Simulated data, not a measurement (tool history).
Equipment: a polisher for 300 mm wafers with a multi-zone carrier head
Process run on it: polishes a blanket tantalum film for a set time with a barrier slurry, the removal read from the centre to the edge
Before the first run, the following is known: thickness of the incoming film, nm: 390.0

run	hour	flow of slurry (ml/min)	pressure of the head's centre zone	pressure of the head's middle zone	pressure of the head's edge zone	abrasive content of the slurry	polishing time (s)	film removed at the wafer's centre (angstrom)	film removed at mid-radius (angstrom)	film removed at the wafer's edge (angstrom)
1	0.0	245	1.00	1.00	1.00	1.00	52	668.41	684.21	692.69
2	1.9	245	1.00	1.00	1.00	1.00	46	599.08	605.21	587.56
3	8.3	245	1.00	1.00	1.00	1.10	46	617.96	631.79	619.11
4	16.7	245	1.00	0.92	1.00	1.10	46	621.60	582.15	609.61
5	21.1	240	0.96	0.90	0.97	0.95	45	538.33	537.67	568.26
6	24.7	240	0.96	0.97	0.97	0.95	45	548.37	567.95	557.04
7	33.3	235	0.95	0.93	0.95	0.80	44	497.71	490.05	504.02
8	34.7	225	0.93	0.91	0.92	0.75	44	467.27	475.32	495.42
9	35.9	230	0.93	0.90	0.91	0.70	43	444.18	445.40	463.92
10	40.6	230	0.92	0.89	0.89	0.65	43	429.97	434.38	435.60
11	45.3	225	0.91	0.87	0.88	0.65	43	422.45	412.18	431.58

What does the tool deliver on the next run?
12	48.8	220	0.90	0.87	0.87	0.65	43	?	?	?

film removed at the wafer's centre (angstrom): 422.09
film removed at mid-radius (angstrom): 414.11
film removed at the wafer's edge (angstrom): 440.90
